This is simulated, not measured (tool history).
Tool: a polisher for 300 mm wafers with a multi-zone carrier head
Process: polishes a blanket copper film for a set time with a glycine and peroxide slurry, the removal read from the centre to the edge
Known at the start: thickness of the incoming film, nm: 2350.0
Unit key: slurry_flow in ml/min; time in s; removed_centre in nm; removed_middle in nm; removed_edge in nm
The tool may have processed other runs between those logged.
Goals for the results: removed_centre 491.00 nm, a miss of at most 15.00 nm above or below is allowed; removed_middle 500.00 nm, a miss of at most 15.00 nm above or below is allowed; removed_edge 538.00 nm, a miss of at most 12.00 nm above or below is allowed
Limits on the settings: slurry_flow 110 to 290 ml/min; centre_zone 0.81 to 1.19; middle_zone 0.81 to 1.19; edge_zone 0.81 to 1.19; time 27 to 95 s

Run 1, hour 0.0: slurry_flow 185 ml/min, centre_zone 1.00, middle_zone 1.00, edge_zone 1.00, time 61 s. Result: removed_centre 364.76 nm, removed_middle 356.17 nm, removed_edge 367.58 nm.
Run 2, hour 7.3: slurry_flow 185 ml/min, centre_zone 1.00, middle_zone 1.00, edge_zone 0.94, time 61 s. Result: removed_centre 361.38 nm, removed_middle 350.86 nm, removed_edge 351.61 nm.
Run 3, hour 14.7: slurry_flow 185 ml/min, centre_zone 1.00, middle_zone 1.00, edge_zone 0.88, time 61 s. Result: removed_centre 359.16 nm, removed_middle 356.53 nm, removed_edge 344.54 nm.
Run 4, hour 20.2: slurry_flow 190 ml/min, centre_zone 0.99, middle_zone 1.01, edge_zone 0.95, time 66 s. Result: removed_centre 388.30 nm, removed_middle 394.39 nm, removed_edge 385.23 nm.
Run 5, hour 21.6: slurry_flow 190 ml/min, centre_zone 0.99, middle_zone 0.95, edge_zone 0.95, time 66 s. Result: removed_centre 385.74 nm, removed_middle 369.58 nm, removed_edge 387.85 nm.
Run 6, hour 23.7: slurry_flow 200 ml/min, centre_zone 0.99, middle_zone 0.96, edge_zone 1.00, time 69 s. Result: removed_centre 408.85 nm, removed_middle 394.14 nm, removed_edge 418.40 nm.
Run 7, hour 26.8: slurry_flow 205 ml/min, centre_zone 0.99, middle_zone 0.97, edge_zone 1.04, time 72 s. Result: removed_centre 426.16 nm, removed_middle 418.10 nm, removed_edge 440.96 nm.
Run 8, hour 28.2: slurry_flow 205 ml/min, centre_zone 0.99, middle_zone 0.97, edge_zone 1.07, time 75 s. Result: removed_centre 448.69 nm, removed_middle 430.85 nm, removed_edge 472.61 nm.
Run 9, hour 33.9: slurry_flow 215 ml/min, centre_zone 0.99, middle_zone 0.99, edge_zone 1.10, time 76 s. Result: removed_centre 465.98 nm, removed_middle 454.24 nm, removed_edge 492.32 nm.
Run 10, hour 36.7: slurry_flow 225 ml/min, centre_zone 0.98, middle_zone 1.00, edge_zone 1.12, time 76 s. Result: removed_centre 468.47 nm, removed_middle 460.31 nm, removed_edge 497.06 nm.
Run 11, hour 39.4: slurry_flow 235 ml/min, centre_zone 0.97, middle_zone 1.01, edge_zone 1.14, time 77 s. Result: removed_centre 462.62 nm, removed_middle 471.61 nm, removed_edge 504.83 nm.
Run 12, hour 44.7: slurry_flow 235 ml/min, centre_zone 0.97, middle_zone 1.01, edge_zone 1.15, time 78 s. Result: removed_centre 472.15 nm, removed_middle 488.22 nm, removed_edge 519.67 nm.
Run 13, hour 49.1: slurry_flow 240 ml/min, centre_zone 0.97, middle_zone 1.01, edge_zone 1.16, time 78 s. Result: removed_centre 481.62 nm, removed_middle 478.98 nm, removed_edge 522.16 nm.

Exercise: of the 5 proposed moves below, exactly one satisfies all targets within the stated allowed misses. Which move is it?
Run A, hour 53.5: slurry_flow 205 ml/min, centre_zone 0.99, middle_zone 1.03, edge_zone 1.17, time 81 s. Result: removed_centre ?, removed_middle ?, removed_edge ?.
Run B, hour 53.5: slurry_flow 240 ml/min, centre_zone 0.98, middle_zone 1.02, edge_zone 1.09, time 79 s. Result: removed_centre ?, removed_middle ?, removed_edge ?.
Run C, hour 53.5: slurry_flow 255 ml/min, centre_zone 1.05, middle_zone 1.04, edge_zone 1.09, time 78 s. Result: removed_centre ?, removed_middle ?, removed_edge ?.
Run D, hour 53.5: slurry_flow 255 ml/min, centre_zone 1.03, middle_zone 1.02, edge_zone 1.16, time 79 s. Result: removed_centre ?, removed_middle ?, removed_edge ?.
Run E, hour 53.5: slurry_flow 265 ml/min, centre_zone 0.99, middle_zone 0.97, edge_zone 1.19, time 74 s. Result: removed_centre ?, removed_middle ?, removed_edge ?.

move  removed_centre  removed_middle  removed_edge
   A          495.45          497.32        530.36
   B          496.64          497.47        510.97
   C          532.48          504.84        508.54
   D          528.88          502.97        531.85
   E          479.52          454.75        507.74
A: in spec on every target
B: brings the result that was furthest off to its target, and leaves another outside
C: brings the result that was furthest off to its target, and leaves another outside
D: brings the result that was furthest off to its target, and leaves another outside
E: moves away from the targets compared with the last run
A is the move that brings every result within its allowed miss.
